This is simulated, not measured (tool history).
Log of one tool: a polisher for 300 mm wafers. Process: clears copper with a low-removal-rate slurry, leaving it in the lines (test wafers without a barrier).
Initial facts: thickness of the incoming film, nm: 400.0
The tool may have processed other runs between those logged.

run  hour  flow of slurry (ml/min)  pressure of the wafer on the pad (psi)  speed of the pad under the wafer (m/s)  abrasive content of the slurry  overpolish time after the end point (s)  time until the end point was called (s)  dishing of a wide line in a test structure (nm)
  1     0                      200                                     2.8                                    1.08                               1                                       12                                   141.12                                           22.154
  2   4.7                      200                                     2.8                                    1.08                               1                                       14                                    143.5                                           26.058
  3  11.2                      200                                     2.8                                    1.08                            0.85                                       14                                   150.36                                           24.941
  4  14.1                      195                                     2.5                                    1.08                             0.9                                       12                                    166.5                                           19.873
  5  15.3                      220                                     2.4                                       1                            1.05                                       10                                   173.83                                           16.023
  6  19.5                      220                                     2.4                                       1                            0.85                                       10                                   177.93                                           14.923
  7    24                      220                                     2.4                                       1                            0.85                                       10                                    184.9                                            15.03
  8  31.3                      225                                     1.9                                     1.1                            0.85                                        4                                   195.56                                           5.8182
  9  37.6                      225                                     2.3                                    1.04                            0.85                                        6                                   176.63                                           9.7139
 10  38.6                      220                                     2.3                                    1.06                            0.85                                        6                                   175.23                                           9.8183
 11  42.2                      220                                     2.2                                    1.08                            0.85                                        6                                   176.92                                           9.1626
 12  47.7                      220                                       2                                     1.1                            0.85                                        4                                   185.63                                           6.2808
 13  51.2                      230                                       2                                    1.08                            0.85                                        4                                   187.17                                           6.2022
 14  56.3                      230                                     2.1                                    1.06                            0.85                                        4                                   184.42                                           6.1296
 15  61.6                      220                                     2.1                                    1.06                            0.85                                        4                                   192.64                                            6.047
 16  69.3                      225                                     2.1                                    1.06                            0.85                                        4                                   186.64                                           6.0789
 17  70.7                      230                                     2.1                                    1.06                            0.85                                        4                                   188.18                                           6.1884

Expected results for the next run?
 18  77.8                      230                                     2.2                                    1.06                            0.85                                        7                                        ?                                                ?

{"run 18": {"time until the end point was called (s)": 182.74, "dishing of a wide line in a test structure (nm)": 10.944}}
